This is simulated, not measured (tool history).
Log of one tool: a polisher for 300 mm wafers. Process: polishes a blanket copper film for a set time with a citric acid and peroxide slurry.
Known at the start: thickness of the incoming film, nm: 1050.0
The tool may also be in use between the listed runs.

| run | hour | flow of slurry (ml/min) | pressure of the wafer on the pad (psi) | speed of the pad under the wafer (m/s) | abrasive content of the slurry | polishing time (s) | film removed (angstrom) |
|---|---|---|---|---|---|---|---|
| 1 | 0 | 145 | 2 | 1.04 | 1 | 35 | 516.88 |
| 2 | 2.1 | 145 | 2 | 0.8 | 1 | 35 | 405.33 |
| 3 | 6.7 | 145 | 2 | 0.94 | 1 | 35 | 467.82 |
| 4 | 15 | 145 | 2 | 1.18 | 1 | 35 | 579.32 |
| 5 | 23.4 | 145 | 1.9 | 1.14 | 1 | 35 | 544.69 |
| 6 | 28.4 | 145 | 1.9 | 1.38 | 1 | 35 | 633.25 |

The next listed run, before its measurement:
| 7 | 36 | 145 | 1.9 | 1.38 | 1 | 35 | ? |

{"run 7": {"film removed (angstrom)": 650.13}}
